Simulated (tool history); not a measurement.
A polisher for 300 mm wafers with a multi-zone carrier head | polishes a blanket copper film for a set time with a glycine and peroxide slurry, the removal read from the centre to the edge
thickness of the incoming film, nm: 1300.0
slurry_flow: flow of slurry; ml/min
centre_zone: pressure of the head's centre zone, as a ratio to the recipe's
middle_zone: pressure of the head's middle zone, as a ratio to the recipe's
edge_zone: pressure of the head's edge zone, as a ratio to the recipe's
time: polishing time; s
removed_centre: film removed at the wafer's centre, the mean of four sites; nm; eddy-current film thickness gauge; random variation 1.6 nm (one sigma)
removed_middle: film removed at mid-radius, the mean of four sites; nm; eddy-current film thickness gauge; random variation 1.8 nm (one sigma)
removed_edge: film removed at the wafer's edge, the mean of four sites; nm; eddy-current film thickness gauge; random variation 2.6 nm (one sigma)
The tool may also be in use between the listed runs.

run  hour  slurry_flow  centre_zone  middle_zone  edge_zone  time  removed_centre  removed_middle  removed_edge
  1   0.0          230         1.00         1.00       1.00    75          209.86          215.10        205.96
  2   1.5          230         1.00         1.04       1.00    75          209.57          216.41        213.42
  3   4.0          255         1.00         1.04       1.00    75          210.15          224.40        210.15
  4   6.2          230         0.95         1.02       1.03    71          190.27          204.27        201.85
      8.9  -- worn pad replaced by a new one
  5   8.9          230         0.95         1.02       1.03    84          238.27          265.65        258.92
  6  10.7          265         0.95         1.02       1.03    84          244.27          271.46        258.57
  7  16.2          230         0.91         1.00       1.04    77          210.95          236.12        240.64
  8  17.9          215         0.89         1.00       1.03    71          188.44          215.98        216.25
  9  26.8          205         0.87         0.99       1.04    66          169.98          194.65        204.87
 10  29.8          195         0.86         0.98       1.03    63          160.02          185.11        191.64

The next listed run, before its measurement:
 11  33.6          185         0.85         0.97       1.03    62               ?               ?             ?

removed_centre: 155.75 nm
removed_middle: 183.62 nm
removed_edge: 188.72 nm
